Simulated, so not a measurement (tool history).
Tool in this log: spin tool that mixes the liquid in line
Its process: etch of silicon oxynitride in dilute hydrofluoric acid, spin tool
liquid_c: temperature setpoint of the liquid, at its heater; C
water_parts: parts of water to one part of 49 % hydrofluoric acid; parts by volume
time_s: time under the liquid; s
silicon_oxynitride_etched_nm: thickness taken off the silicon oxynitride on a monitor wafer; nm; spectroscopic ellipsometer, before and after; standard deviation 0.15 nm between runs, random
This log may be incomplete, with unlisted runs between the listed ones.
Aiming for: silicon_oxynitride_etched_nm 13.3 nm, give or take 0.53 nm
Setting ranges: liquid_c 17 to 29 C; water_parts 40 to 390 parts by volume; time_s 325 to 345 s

run    day  liquid_c  water_parts  time_s  silicon_oxynitride_etched_nm
  1      0        21          215     325                        3.8126
  2  0.158        19          215     325                         3.359
  3    0.2        19          215     325                        3.4475
  4  0.467        19          165     325                        4.5896
  5  0.654        19          165     325                        4.7321
  6  0.808        20          155     325                        5.1292
  7  1.067        21          145     325                         5.948
  8  1.279        22          140     325                        6.4777
  9  1.517      22.5          135     325                        6.8675
 10  1.608        23          130     325                        7.3609
 11  1.688      23.5          125     325                        7.8164
 12  1.988      23.5          125     325                        7.6962

Pick the move, out of 4, that brings all results within their allowed miss; only one does.
  A  2.288      27.5           95     345                             ?
  B  2.288        23           95     345                             ?
  C  2.288        23          105     345                             ?
  D  2.288      22.5          220     325                             ?

move  silicon_oxynitride_etched_nm
   A                        13.375
   B                        10.831
   C                        9.7208
   D                        3.9186
A: meets every target
B: closer than the last run, but not yet in spec
C: closer than the last run, but not yet in spec
D: its largest miss is bigger than the last run's
A is the move that brings every result within its allowed miss.

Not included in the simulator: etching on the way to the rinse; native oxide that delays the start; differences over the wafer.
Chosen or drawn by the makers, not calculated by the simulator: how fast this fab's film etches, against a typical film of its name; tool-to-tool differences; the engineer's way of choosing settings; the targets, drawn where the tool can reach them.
